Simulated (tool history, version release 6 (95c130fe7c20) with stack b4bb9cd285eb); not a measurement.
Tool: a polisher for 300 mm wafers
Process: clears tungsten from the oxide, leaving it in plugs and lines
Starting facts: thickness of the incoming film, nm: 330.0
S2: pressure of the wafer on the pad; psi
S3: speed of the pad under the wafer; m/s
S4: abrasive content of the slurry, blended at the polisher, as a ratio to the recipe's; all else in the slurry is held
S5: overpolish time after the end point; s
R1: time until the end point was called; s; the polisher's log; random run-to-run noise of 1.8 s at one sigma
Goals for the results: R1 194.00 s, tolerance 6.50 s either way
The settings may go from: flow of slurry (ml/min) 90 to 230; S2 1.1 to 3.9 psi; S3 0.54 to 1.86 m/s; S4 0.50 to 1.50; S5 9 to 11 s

Run 1, hour 0.0: flow of slurry (ml/min) 150, S2 2.5 psi, S3 1.18 m/s, S4 1.00, S5 11 s. Result: R1 123.77 s.
Run 2, hour 2.6: flow of slurry (ml/min) 150, S2 2.5 psi, S3 1.18 m/s, S4 1.00, S5 9 s. Result: R1 122.86 s.
Run 3, hour 11.1: flow of slurry (ml/min) 145, S2 2.2 psi, S3 1.18 m/s, S4 1.00, S5 9 s. Result: R1 139.64 s.
Run 4, hour 14.2: flow of slurry (ml/min) 145, S2 2.4 psi, S3 1.18 m/s, S4 1.00, S5 9 s. Result: R1 127.77 s.
Run 5, hour 18.5: flow of slurry (ml/min) 130, S2 2.4 psi, S3 1.18 m/s, S4 1.00, S5 9 s. Result: R1 132.86 s.
Run 6, hour 25.6: flow of slurry (ml/min) 125, S2 2.1 psi, S3 1.18 m/s, S4 1.00, S5 9 s. Result: R1 149.50 s.
Run 7, hour 30.9: flow of slurry (ml/min) 120, S2 1.9 psi, S3 1.18 m/s, S4 1.00, S5 9 s. Result: R1 165.42 s.
Run 8, hour 33.9: flow of slurry (ml/min) 115, S2 1.8 psi, S3 1.18 m/s, S4 1.00, S5 9 s. Result: R1 179.43 s.
Run 9, hour 36.4: flow of slurry (ml/min) 110, S2 1.8 psi, S3 1.18 m/s, S4 1.00, S5 9 s. Result: R1 181.49 s.
Run 10, hour 41.2: flow of slurry (ml/min) 105, S2 1.8 psi, S3 1.18 m/s, S4 1.00, S5 9 s. Result: R1 185.50 s.
Run 11, hour 47.4: flow of slurry (ml/min) 100, S2 1.8 psi, S3 1.18 m/s, S4 1.00, S5 9 s. Result: R1 186.29 s.

Consider the 4 candidate settings below. Which is the only one whose results all fall within their allowed miss of target?
Run A, hour 53.6: flow of slurry (ml/min) 120, S2 1.8 psi, S3 1.04 m/s, S4 0.85, S5 11 s. Result: R1 ?.
Run B, hour 53.6: flow of slurry (ml/min) 100, S2 1.9 psi, S3 1.14 m/s, S4 1.10, S5 11 s. Result: R1 ?.
Run C, hour 53.6: flow of slurry (ml/min) 125, S2 1.8 psi, S3 1.06 m/s, S4 1.05, S5 9 s. Result: R1 ?.
Run D, hour 53.6: flow of slurry (ml/min) 105, S2 1.6 psi, S3 1.14 m/s, S4 1.00, S5 9 s. Result: R1 ?.

move      R1
   A  210.77
   B  180.56
   C  194.52
   D  214.84
A: carries the result that was furthest off beyond its target, to the other side
B: moves away from the targets compared with the last run
C: all results land within tolerance of their targets
D: carries the result that was furthest off beyond its target, to the other side
Answer: C
